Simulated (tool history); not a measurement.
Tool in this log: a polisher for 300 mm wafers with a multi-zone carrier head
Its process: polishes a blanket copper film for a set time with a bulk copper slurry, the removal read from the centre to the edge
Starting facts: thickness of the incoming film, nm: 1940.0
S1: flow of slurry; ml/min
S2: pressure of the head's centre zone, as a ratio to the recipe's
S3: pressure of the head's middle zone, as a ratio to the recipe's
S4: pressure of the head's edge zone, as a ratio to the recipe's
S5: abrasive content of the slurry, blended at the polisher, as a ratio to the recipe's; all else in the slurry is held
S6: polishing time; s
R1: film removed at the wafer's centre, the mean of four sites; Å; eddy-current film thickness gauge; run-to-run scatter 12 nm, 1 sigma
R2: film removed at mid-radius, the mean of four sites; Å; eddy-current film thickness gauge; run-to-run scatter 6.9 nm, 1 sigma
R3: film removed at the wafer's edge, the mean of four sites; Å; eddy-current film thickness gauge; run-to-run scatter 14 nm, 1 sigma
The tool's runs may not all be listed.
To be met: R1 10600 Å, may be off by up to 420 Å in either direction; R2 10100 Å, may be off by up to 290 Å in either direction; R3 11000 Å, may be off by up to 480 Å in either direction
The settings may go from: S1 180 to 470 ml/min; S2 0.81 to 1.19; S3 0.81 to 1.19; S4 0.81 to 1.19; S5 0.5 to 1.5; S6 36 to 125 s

run,day,S1,S2,S3,S4,S5,S6,R1,R2,R3
1,0,300,1,1,1,1,80,7286.9,7160.3,7317.7
2,0.254,300,0.96,1,1,1,80,6943.6,7166.5,7133.9
3,0.562,300,0.96,1,0.95,1,80,6958.8,7078.5,7106.8
4,0.671,300,0.96,0.97,0.95,1,80,7061.3,7032.9,7054.9
5,0.767,295,0.98,0.98,0.98,1.1,83,7409.8,7484.9,7581.7
6,0.946,295,1,0.98,1,1.15,85,7744.2,7682.1,7779
7,1.229,295,1,0.98,1,1.15,85,8005.7,7617.1,7959.1
8,1.492,295,1.01,0.99,1.02,1.2,87,8429.6,8178.1,8267
9,1.712,285,1.01,0.98,1.04,1.25,89,8644.8,8247.5,8757.2
10,1.925,305,1.08,1.08,1.14,1.5,97,10665,10134,10454
11,2.242,305,1.08,1.08,1.15,1.5,97,10388,10117,10312
12,2.329,305,1.08,1.07,1.16,1.5,98,10765,10205,10389

5 next moves are on the table. One of them brings every result within its allowed miss. Which?
A,2.417,360,1.19,1.19,1.13,1.3,93,?,?,?
B,2.417,240,1.17,1.14,1.14,1.35,96,?,?,?
C,2.417,305,1.12,1.07,1.11,1.45,103,?,?,?
D,2.417,360,1.18,1.13,1.15,1.3,94,?,?,?
E,2.417,380,1.04,1.01,1.19,1.35,102,?,?,?

move,R1,R2,R3
A,10806,10457,9680.8
B,10404,9958,9725.2
C,11295,10700,10756
D,10825,10136,9881
E,10491,10208,11074
A: misses by more than the last run did
B: misses by more than the last run did
C: brings the result that was furthest off to its target, and leaves another outside
D: misses by more than the last run did
E: every result within its allowed miss
E meets every target.
